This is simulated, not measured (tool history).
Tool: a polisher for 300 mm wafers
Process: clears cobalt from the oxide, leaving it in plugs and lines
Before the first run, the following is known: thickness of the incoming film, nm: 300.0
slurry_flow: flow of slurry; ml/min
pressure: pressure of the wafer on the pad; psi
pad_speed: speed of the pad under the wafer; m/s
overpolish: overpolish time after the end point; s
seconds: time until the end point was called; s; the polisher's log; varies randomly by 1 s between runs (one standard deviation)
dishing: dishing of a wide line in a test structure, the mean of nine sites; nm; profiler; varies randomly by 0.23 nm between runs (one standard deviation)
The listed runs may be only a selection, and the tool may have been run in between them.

run 1 hour=0.0 | slurry_flow=260 pressure=1.8 pad_speed=0.94 overpolish=18 | seconds=68.367 dishing=28.177
run 2 hour=8.2 | slurry_flow=200 pressure=1.8 pad_speed=0.94 overpolish=18 | seconds=71.022 dishing=28.127
run 3 hour=15.5 | slurry_flow=200 pressure=2.2 pad_speed=0.94 overpolish=18 | seconds=57.937 dishing=28.768
run 4 hour=17.1 | slurry_flow=200 pressure=1.9 pad_speed=0.94 overpolish=18 | seconds=65.978 dishing=28.978
run 5 hour=25.9 | slurry_flow=225 pressure=2.0 pad_speed=0.90 overpolish=16 | seconds=64.938 dishing=27.909
run 6 hour=26.6 | slurry_flow=245 pressure=2.1 pad_speed=0.84 overpolish=15 | seconds=66.325 dishing=28.393
run 7 hour=27.5 | slurry_flow=235 pressure=2.0 pad_speed=0.92 overpolish=14 | seconds=64.265 dishing=27.893
run 8 hour=29.8 | slurry_flow=255 pressure=1.9 pad_speed=0.98 overpolish=13 | seconds=62.183 dishing=26.912
run 9 hour=36.8 | slurry_flow=270 pressure=1.8 pad_speed=1.04 overpolish=12 | seconds=60.929 dishing=27.049
run 10 hour=43.5 | slurry_flow=285 pressure=1.7 pad_speed=1.08 overpolish=11 | seconds=60.540 dishing=26.245
run 11 hour=45.6 | slurry_flow=300 pressure=1.6 pad_speed=1.12 overpolish=10 | seconds=61.460 dishing=25.021
run 12 hour=47.2 | slurry_flow=300 pressure=1.6 pad_speed=1.12 overpolish=10 | seconds=61.969 dishing=25.349

What will run 13 give?
run 13 hour=54.6 | slurry_flow=250 pressure=1.7 pad_speed=1.12 overpolish=5 | seconds=? dishing=?

seconds: 59.191 s
dishing: 18.056 nm
